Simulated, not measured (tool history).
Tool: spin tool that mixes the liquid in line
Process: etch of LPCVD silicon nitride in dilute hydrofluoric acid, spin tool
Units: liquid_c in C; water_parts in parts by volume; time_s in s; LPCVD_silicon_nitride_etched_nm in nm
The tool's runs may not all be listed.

run  hour  liquid_c  water_parts  time_s  LPCVD_silicon_nitride_etched_nm
  1     0        21           45     290                           1.8737
  2     2      22.5           45     290                           2.1282
  3   9.2      22.5           60     290                           1.4624
  4  13.3        24           55     290                           1.9196
  5  14.9        24           65     290                           1.5232
  6  17.4        25           60     290                           1.7995
  7  23.6        26           55     290                            2.177

The next listed run, before its measurement:
  8  25.8      26.5           55     290                                ?

LPCVD_silicon_nitride_etched_nm: 2.338 nm
